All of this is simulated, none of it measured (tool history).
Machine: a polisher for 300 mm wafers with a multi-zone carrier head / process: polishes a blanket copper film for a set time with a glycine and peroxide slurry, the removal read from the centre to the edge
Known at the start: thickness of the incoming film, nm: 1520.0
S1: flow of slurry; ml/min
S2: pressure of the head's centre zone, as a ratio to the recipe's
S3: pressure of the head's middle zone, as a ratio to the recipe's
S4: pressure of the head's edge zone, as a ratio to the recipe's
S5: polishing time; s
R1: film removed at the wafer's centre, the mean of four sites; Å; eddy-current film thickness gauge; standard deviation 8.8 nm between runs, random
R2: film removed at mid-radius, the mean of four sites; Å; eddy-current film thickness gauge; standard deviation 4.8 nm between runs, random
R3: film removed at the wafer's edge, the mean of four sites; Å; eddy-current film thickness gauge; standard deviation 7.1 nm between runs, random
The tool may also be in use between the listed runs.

| run | hour | S1 | S2 | S3 | S4 | S5 | R1 | R2 | R3 |
|---|---|---|---|---|---|---|---|---|---|
| 1 | 0 | 195 | 1 | 1 | 1 | 64 | 4890.7 | 4884.1 | 4917.2 |
| 2 | 6.6 | 195 | 1.08 | 1 | 1 | 64 | 5240.4 | 4919.8 | 4951.9 |
| 3 | 13.1 | 195 | 1.08 | 0.96 | 1 | 64 | 5237.7 | 4747.2 | 4939.1 |
| 4 | 19.9 | 210 | 1.1 | 0.98 | 1.02 | 68 | 5817 | 5188.8 | 5290.4 |
| 5 | 26 | 210 | 1.11 | 1 | 1.04 | 72 | 6027.2 | 5599.5 | 5678.8 |
| 6 | 29.1 | 210 | 1.11 | 1 | 1.1 | 72 | 6206.8 | 5578.6 | 5777.8 |
| 7 | 37.3 | 220 | 1.13 | 1.01 | 1.11 | 74 | 6288.2 | 5836.9 | 5944.9 |
| 8 | 41.4 | 220 | 1.14 | 1.01 | 1.09 | 77 | 6741.2 | 6048.3 | 6172.3 |
| 9 | 43.1 | 225 | 1.15 | 1.02 | 1.09 | 79 | 6920 | 6205.6 | 6361.6 |
| 10 | 49.6 | 235 | 1.16 | 1.03 | 1.07 | 81 | 7233.7 | 6539.5 | 6460.7 |
| 11 | 53.9 | 240 | 1.17 | 1.03 | 1.08 | 82 | 7378.3 | 6523.2 | 6522.3 |

The next listed run, before its measurement:
| 12 | 58.7 | 240 | 1.17 | 1.04 | 1.08 | 83 | ? | ? | ? |

R1: 7447.4 Å
R2: 6728.3 Å
R3: 6691.4 Å
